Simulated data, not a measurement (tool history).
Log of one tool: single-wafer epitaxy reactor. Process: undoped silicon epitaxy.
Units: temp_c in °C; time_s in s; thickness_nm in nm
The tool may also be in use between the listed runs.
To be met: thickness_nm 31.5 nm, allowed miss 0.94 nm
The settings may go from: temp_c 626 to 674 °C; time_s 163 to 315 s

{"run": 1, "hour": 0.0, "temp_c": 650, "time_s": 239, "thickness_nm": 42.481}
{"run": 2, "hour": 3.1, "temp_c": 648, "time_s": 239, "thickness_nm": 39.892}
{"run": 3, "hour": 8.6, "temp_c": 654, "time_s": 239, "thickness_nm": 46.85}
{"run": 4, "hour": 12.7, "temp_c": 654, "time_s": 256, "thickness_nm": 50.042}
{"run": 5, "hour": 19.1, "temp_c": 654, "time_s": 274, "thickness_nm": 53.568}
{"run": 6, "hour": 23.1, "temp_c": 661, "time_s": 274, "thickness_nm": 63.374}
{"run": 7, "hour": 25.6, "temp_c": 656, "time_s": 273, "thickness_nm": 56.16}
{"run": 8, "hour": 27.9, "temp_c": 652, "time_s": 272, "thickness_nm": 50.507}
{"run": 9, "hour": 29.4, "temp_c": 649, "time_s": 271, "thickness_nm": 46.764}
{"run": 10, "hour": 31.0, "temp_c": 646, "time_s": 270, "thickness_nm": 43.293}
{"run": 11, "hour": 34.0, "temp_c": 644, "time_s": 270, "thickness_nm": 41.081}
{"run": 12, "hour": 36.3, "temp_c": 642, "time_s": 270, "thickness_nm": 38.866}
{"run": 13, "hour": 40.5, "temp_c": 641, "time_s": 270, "thickness_nm": 37.924}
{"run": 14, "hour": 49.1, "temp_c": 640, "time_s": 270, "thickness_nm": 36.97}
{"run": 15, "hour": 51.2, "temp_c": 639, "time_s": 270, "thickness_nm": 36.082}
{"run": 16, "hour": 56.0, "temp_c": 632, "time_s": 269, "thickness_nm": 30.238}

Which of these 4 next moves meets every target?
{"run": "A", "hour": 60.8, "temp_c": 633, "time_s": 303, "thickness_nm": "?"}
{"run": "B", "hour": 60.8, "temp_c": 635, "time_s": 261, "thickness_nm": "?"}
{"run": "C", "hour": 60.8, "temp_c": 636, "time_s": 278, "thickness_nm": "?"}
{"run": "D", "hour": 60.8, "temp_c": 637, "time_s": 261, "thickness_nm": "?"}

move=A thickness_nm=34.73
move=B thickness_nm=31.503
move=C thickness_nm=34.431
move=D thickness_nm=33.166
A: takes the result that was furthest off past its target
B: meets every target
C: takes the result that was furthest off past its target
D: takes the result that was furthest off past its target
The right move is B.

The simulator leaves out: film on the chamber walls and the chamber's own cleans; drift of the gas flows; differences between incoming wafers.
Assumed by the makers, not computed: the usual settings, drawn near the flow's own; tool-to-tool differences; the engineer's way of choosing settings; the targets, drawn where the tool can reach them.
